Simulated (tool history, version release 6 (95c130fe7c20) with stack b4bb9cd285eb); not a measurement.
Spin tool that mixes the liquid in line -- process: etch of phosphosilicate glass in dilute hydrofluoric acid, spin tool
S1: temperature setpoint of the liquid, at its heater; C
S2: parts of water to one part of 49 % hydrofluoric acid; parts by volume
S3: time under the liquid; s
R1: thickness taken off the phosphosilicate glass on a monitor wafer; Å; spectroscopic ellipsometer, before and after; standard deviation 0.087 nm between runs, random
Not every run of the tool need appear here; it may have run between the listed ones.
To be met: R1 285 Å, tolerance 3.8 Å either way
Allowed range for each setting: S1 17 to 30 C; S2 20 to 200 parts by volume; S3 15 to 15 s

run 1 hour=0 | S1=22 S2=110 S3=15 | R1=149.44
run 2 hour=5.4 | S1=25.5 S2=110 S3=15 | R1=172.18
run 3 hour=10.6 | S1=25.5 S2=110 S3=15 | R1=172.94
run 4 hour=11.3 | S1=26 S2=105 S3=15 | R1=185.54
run 5 hour=13.7 | S1=26.5 S2=100 S3=15 | R1=200.45
run 6 hour=22.6 | S1=27 S2=95 S3=15 | R1=215.81
run 7 hour=24.9 | S1=27.5 S2=95 S3=15 | R1=219.51
run 8 hour=28 | S1=30 S2=75 S3=15 | R1=313.57
run 9 hour=28.6 | S1=30 S2=75 S3=15 | R1=315.21
run 10 hour=32.5 | S1=29.5 S2=75 S3=15 | R1=307.85
run 11 hour=37.6 | S1=28.5 S2=75 S3=15 | R1=297.72
run 12 hour=41.6 | S1=28 S2=75 S3=15 | R1=292.28

Which one of the following 4 next-run settings gets every result inside its allowed miss? There is exactly one.
run A hour=45.6 | S1=29 S2=75 S3=15 | R1=?
run B hour=45.6 | S1=28.5 S2=75 S3=15 | R1=?
run C hour=45.6 | S1=27.5 S2=75 S3=15 | R1=?
run D hour=45.6 | S1=24 S2=65 S3=15 | R1=?

move=A R1=303.58
move=B R1=297.76
move=C R1=286.37
move=D R1=291.22
A: moves away from the targets compared with the last run
B: moves away from the targets compared with the last run
C: all results land within tolerance of their targets
D: an improvement on the last run, though not all results are within tolerance
C is the move that brings every result within its allowed miss.
